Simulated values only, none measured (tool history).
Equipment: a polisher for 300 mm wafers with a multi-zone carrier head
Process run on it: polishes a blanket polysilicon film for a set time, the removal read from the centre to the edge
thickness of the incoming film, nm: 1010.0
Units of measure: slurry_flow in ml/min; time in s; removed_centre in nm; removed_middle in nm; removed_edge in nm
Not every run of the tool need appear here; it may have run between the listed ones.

run,hour,slurry_flow,centre_zone,middle_zone,edge_zone,time,removed_centre,removed_middle,removed_edge
1,0,300,1,1,1,37,389.36,400.49,400.07
2,5.1,295,0.97,0.99,0.97,33,336.05,358.33,350.21
3,6.8,295,0.97,0.99,1.03,33,336.29,352.51,358.99
4,14.4,295,0.97,0.99,1.08,33,336.64,353.09,369.82
5,22.1,290,0.94,0.98,1.03,30,298.3,322.46,320.88
6,26.1,290,0.94,0.98,0.97,30,299.67,317.7,315.2

The next listed run, before its measurement:
7,28,275,0.84,1.01,0.87,20,?,?,?

{"run 7": {"removed_centre": 176.27, "removed_middle": 216.24, "removed_edge": 201.09}}
